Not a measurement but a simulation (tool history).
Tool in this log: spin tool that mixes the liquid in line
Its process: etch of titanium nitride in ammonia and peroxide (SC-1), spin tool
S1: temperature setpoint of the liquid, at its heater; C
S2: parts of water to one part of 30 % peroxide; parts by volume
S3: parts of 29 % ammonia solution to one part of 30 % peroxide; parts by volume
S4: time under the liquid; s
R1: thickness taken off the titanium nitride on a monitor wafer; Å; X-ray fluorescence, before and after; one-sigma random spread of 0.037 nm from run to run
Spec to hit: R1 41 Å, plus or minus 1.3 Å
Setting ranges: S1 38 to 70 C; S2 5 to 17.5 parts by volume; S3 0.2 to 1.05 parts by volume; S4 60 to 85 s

| run | hour | S1 | S2 | S3 | S4 | R1 |
|---|---|---|---|---|---|---|
| 1 | 0 | 54 | 9.5 | 0.55 | 85 | 48.96 |
| 2 | 6.5 | 54 | 9.5 | 0.45 | 85 | 47.963 |
| 3 | 7.5 | 59.5 | 9.5 | 0.45 | 85 | 68.689 |
| 4 | 8.7 | 58.5 | 9.5 | 0.45 | 85 | 65.065 |
| 5 | 17.8 | 57.5 | 9.5 | 0.45 | 85 | 59.605 |
| 6 | 19.9 | 56.5 | 9.5 | 0.45 | 85 | 55.778 |
|  | 21.2 | new drum of ammonia solution connected |
| 7 | 21.2 | 56 | 9.5 | 0.45 | 85 | 55.072 |
| 8 | 29.9 | 55.5 | 9.5 | 0.45 | 85 | 52.387 |

Exercise: of the 4 proposed moves below, exactly one satisfies all targets within the stated allowed misses. Which move is it?
| A | 38.6 | 56 | 8.5 | 0.5 | 85 | ? |
| B | 38.6 | 55 | 10.5 | 0.5 | 75 | ? |
| C | 38.6 | 50.5 | 5 | 0.2 | 85 | ? |
| D | 38.6 | 54.5 | 10.5 | 0.45 | 75 | ? |

| move | R1 |
|---|---|
| A | 59.602 |
| B | 44.07 |
| C | 45.404 |
| D | 41.82 |
A: the biggest miss grows against the last run
B: an improvement on the last run, though not all results are within tolerance
C: an improvement on the last run, though not all results are within tolerance
D: each result inside its tolerance
Go with D: it meets all targets.
